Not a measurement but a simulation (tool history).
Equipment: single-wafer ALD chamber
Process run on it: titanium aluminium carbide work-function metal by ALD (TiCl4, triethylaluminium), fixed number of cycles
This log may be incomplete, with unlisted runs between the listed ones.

run    day  heater temperature setpoint (deg C)  triethylaluminium pulse time (s)  mean film thickness on the monitor wafer (nm)
  1      0                                  300                             12.82                                         1.8977
  2  0.317                                  293                             12.82                                         1.8536
  3  0.442                                  293                             10.21                                         1.7903
  4  0.558                                  304                             10.21                                         1.8821
  5  0.808                                  300                              9.31                                         1.8199
  6  1.083                                  311                              9.31                                         1.8892
  7  1.425                                  307                              8.27                                          1.816

Forecast run 8:
  8  1.55                                  305                              7.62                                              ?

Run 8 measured mean film thickness on the monitor wafer (nm) 1.7457.
